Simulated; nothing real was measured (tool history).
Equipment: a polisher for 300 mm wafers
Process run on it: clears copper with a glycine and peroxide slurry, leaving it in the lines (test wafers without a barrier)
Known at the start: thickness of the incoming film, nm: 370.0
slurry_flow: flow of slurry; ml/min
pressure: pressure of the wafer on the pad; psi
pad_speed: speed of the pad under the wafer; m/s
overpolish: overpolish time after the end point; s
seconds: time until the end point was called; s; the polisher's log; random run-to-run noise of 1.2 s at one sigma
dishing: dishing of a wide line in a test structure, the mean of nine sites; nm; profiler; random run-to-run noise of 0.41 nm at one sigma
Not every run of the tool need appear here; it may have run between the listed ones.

run	day	slurry_flow	pressure	pad_speed	overpolish	seconds	dishing
1	0	145	2.9	0.76	16	92.383	46.273
2	0.138	145	3.1	0.8	12	83.155	38.043
3	0.288	145	3.5	0.8	12	78.085	42.848
4	0.575	150	3.4	0.88	10	70.168	37.287
5	0.729	150	3.4	0.78	10	82.573	34.678
6	0.879	115	3.4	0.78	10	81.454	33.523
7	1.112	115	3.6	0.82	9	77.004	32.757
8	1.204	120	3.7	0.86	8	73.528	31.457

Predict the results of run 9:
9	1.408	125	3.8	0.9	7	?	?

{"run 9": {"seconds": 67.573, "dishing": 28.619}}

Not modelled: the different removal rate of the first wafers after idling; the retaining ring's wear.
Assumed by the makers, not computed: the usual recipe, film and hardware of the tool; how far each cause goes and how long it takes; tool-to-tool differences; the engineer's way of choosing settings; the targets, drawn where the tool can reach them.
